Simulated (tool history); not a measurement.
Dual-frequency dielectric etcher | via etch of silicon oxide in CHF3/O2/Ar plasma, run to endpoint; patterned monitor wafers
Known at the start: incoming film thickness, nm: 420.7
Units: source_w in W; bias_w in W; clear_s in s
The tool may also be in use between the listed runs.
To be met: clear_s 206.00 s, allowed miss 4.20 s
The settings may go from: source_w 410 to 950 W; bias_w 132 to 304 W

run 1 hour=0.0 | source_w=680 bias_w=218 | clear_s=178.44
run 2 hour=5.9 | source_w=680 bias_w=186 | clear_s=188.36
run 3 hour=9.3 | source_w=660 bias_w=185 | clear_s=191.39
run 4 hour=12.0 | source_w=650 bias_w=184 | clear_s=193.79
run 5 hour=12.9 | source_w=760 bias_w=184 | clear_s=178.58
run 6 hour=16.6 | source_w=700 bias_w=184 | clear_s=185.90
run 7 hour=18.9 | source_w=680 bias_w=183 | clear_s=190.08
-- hour=26.6 bias power generator calibrated
run 8 hour=26.6 | source_w=670 bias_w=182 | clear_s=192.68
run 9 hour=33.1 | source_w=660 bias_w=182 | clear_s=194.38

5 next moves are on the table. One of them brings every result within its allowed miss. Which?
run A hour=39.6 | source_w=710 bias_w=199 | clear_s=?
run B hour=39.6 | source_w=740 bias_w=197 | clear_s=?
run C hour=39.6 | source_w=570 bias_w=177 | clear_s=?
run D hour=39.6 | source_w=720 bias_w=148 | clear_s=?
run E hour=39.6 | source_w=590 bias_w=191 | clear_s=?

move=A clear_s=182.79
move=B clear_s=179.01
move=C clear_s=215.89
move=D clear_s=195.63
move=E clear_s=206.82
A: further off than the last run
B: further off than the last run
C: takes the result that was furthest off past its target
D: nearer than the last run, and not there yet
E: meets every target
The right move is E.
